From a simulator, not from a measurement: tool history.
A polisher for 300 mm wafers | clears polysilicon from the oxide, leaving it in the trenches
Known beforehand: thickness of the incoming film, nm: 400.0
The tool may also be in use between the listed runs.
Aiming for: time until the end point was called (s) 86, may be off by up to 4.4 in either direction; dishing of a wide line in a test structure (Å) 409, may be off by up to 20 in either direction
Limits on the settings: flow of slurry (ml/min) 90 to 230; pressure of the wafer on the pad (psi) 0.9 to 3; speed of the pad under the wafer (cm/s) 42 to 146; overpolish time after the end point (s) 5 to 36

run	hour	flow of slurry (ml/min)	pressure of the wafer on the pad (psi)	speed of the pad under the wafer (cm/s)	overpolish time after the end point (s)	time until the end point was called (s)	dishing of a wide line in a test structure (Å)
1	0	150	1.9	94	18	35.089	445.61
2	7.6	120	1.9	94	18	38.417	449.81
3	15.4	120	2.2	94	18	34.236	447.82
4	21	120	2.2	94	23	34.348	466.27
5	27.9	120	2.5	94	23	29.919	463.1
6	30.5	120	2.7	94	23	27.761	455.4
7	35.4	125	2.3	82	18	35.975	461.05
8	38.6	125	2.3	82	18	35.211	445.7
9	44.9	120	1.7	64	9	60.583	311.51
# hour 52.2: slurry nozzle cleaned
10	52.2	115	1.5	64	15	60.654	406.08
11	53.3	110	1.3	62	15	70.935	370.54
12	58.8	110	1.2	62	16	76.013	372.23
13	67.1	110	1.1	62	17	83.389	375.19
14	69.2	110	1.1	62	18	79.415	379.27
15	70.7	110	1.1	62	19	83.727	379.83
16	79.3	110	1.1	62	20	81.433	392.12
17	86.5	110	1.1	62	21	81.792	398.2
18	88.5	110	1.1	62	22	80.829	404.36

Which one of the following 5 next-run settings gets every result inside its allowed miss? There is exactly one.
A	90.5	90	0.9	86	19	?	?
B	90.5	90	1.1	62	24	?	?
C	90.5	110	1.3	58	18	?	?
D	90.5	135	1.5	48	22	?	?
E	90.5	125	1.1	64	21	?	?

move	time until the end point was called (s)	dishing of a wide line in a test structure (Å)
A	74.64	397.53
B	87.076	407.04
C	76.028	388.17
D	76.689	411.52
E	76.967	405.88
A: its largest miss is bigger than the last run's
B: all results land within tolerance of their targets
C: its largest miss is bigger than the last run's
D: its largest miss is bigger than the last run's
E: its largest miss is bigger than the last run's
B meets every target.

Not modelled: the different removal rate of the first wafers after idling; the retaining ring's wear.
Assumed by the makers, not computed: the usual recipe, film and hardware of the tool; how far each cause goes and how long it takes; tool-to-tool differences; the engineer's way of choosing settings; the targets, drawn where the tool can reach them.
